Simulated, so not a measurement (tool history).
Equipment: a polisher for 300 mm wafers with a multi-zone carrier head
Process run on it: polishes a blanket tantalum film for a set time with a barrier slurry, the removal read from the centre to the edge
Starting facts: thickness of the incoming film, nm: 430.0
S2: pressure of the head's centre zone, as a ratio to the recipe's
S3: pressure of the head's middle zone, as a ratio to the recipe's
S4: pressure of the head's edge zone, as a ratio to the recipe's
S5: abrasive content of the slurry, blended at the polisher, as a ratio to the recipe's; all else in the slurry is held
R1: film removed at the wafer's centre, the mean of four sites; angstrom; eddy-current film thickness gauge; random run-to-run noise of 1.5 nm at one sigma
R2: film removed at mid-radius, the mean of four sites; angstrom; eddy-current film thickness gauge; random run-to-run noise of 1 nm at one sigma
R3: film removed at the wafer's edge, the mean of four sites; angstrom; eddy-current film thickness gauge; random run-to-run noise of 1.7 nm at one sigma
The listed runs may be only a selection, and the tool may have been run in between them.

run 1 hour=0 | flow_of_slurry_(ml/min)=185 S2=1 S3=1 S4=1 S5=1 polishing_time_(s)=66 | R1=1251.5 R2=1242.2 R3=1246.5
run 2 hour=4.9 | flow_of_slurry_(ml/min)=190 S2=1.01 S3=0.98 S4=1.03 S5=1.05 polishing_time_(s)=67 | R1=1311.6 R2=1267.3 R3=1314.5
run 3 hour=11 | flow_of_slurry_(ml/min)=195 S2=1.02 S3=0.96 S4=1.05 S5=1.1 polishing_time_(s)=68 | R1=1381.3 R2=1297.3 R3=1382.5
run 4 hour=13.9 | flow_of_slurry_(ml/min)=200 S2=1.03 S3=0.94 S4=1.07 S5=1.15 polishing_time_(s)=68 | R1=1420.3 R2=1281.5 R3=1428.9
run 5 hour=19.4 | flow_of_slurry_(ml/min)=200 S2=1.03 S3=0.94 S4=1.07 S5=1.15 polishing_time_(s)=79 | R1=1649.2 R2=1494 R3=1652.9
run 6 hour=23.6 | flow_of_slurry_(ml/min)=205 S2=1.04 S3=0.93 S4=1.09 S5=1.15 polishing_time_(s)=79 | R1=1678.9 R2=1487.6 R3=1700.1
run 7 hour=26.3 | flow_of_slurry_(ml/min)=205 S2=1.04 S3=0.92 S4=1.1 S5=1.15 polishing_time_(s)=79 | R1=1662.7 R2=1472.9 R3=1678.5
run 8 hour=32.1 | flow_of_slurry_(ml/min)=210 S2=1.04 S3=0.91 S4=1.11 S5=1.15 polishing_time_(s)=79 | R1=1697.5 R2=1470.2 R3=1730.7

Run 9 has not been measured yet. What should we expect?
run 9 hour=32.9 | flow_of_slurry_(ml/min)=230 S2=1.06 S3=0.85 S4=1.16 S5=1.15 polishing_time_(s)=79 | R1=? R2=? R3=?

{"run 9": {"R1": 1727, "R2": 1409, "R3": 1773.4}}
